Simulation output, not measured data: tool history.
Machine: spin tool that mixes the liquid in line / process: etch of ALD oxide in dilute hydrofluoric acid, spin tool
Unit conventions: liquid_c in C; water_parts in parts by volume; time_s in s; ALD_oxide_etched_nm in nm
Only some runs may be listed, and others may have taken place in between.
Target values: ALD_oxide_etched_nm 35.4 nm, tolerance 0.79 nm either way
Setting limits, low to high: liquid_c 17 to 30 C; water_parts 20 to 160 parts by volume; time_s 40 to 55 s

run	hour	liquid_c	water_parts	time_s	ALD_oxide_etched_nm
1	0	22	90	55	15.844
2	7.8	22	90	40	11.543
3	11.2	24.5	70	40	16.744
4	18.3	26	55	40	23.342
5	19.2	26	65	40	19.22
6	21	27	55	40	24.233
# hour 26.9: hydrofluoric acid flow meter replaced
7	26.9	28	50	40	26.338
8	31.4	28.5	45	40	30.026
9	32.8	29	45	40	30.209

Consider the 4 candidate settings below. Which is the only one whose results all fall within their allowed miss of target?
A	34.2	28.5	50	55	?
B	34.2	30	55	55	?
C	34.2	30	50	55	?
D	34.2	29	50	55	?

move	ALD_oxide_etched_nm
A	36.869
B	35.291
C	39.118
D	37.607
A: pushes the last run's worst result past its target
B: in spec on every target
C: pushes the last run's worst result past its target
D: pushes the last run's worst result past its target
The right move is B.
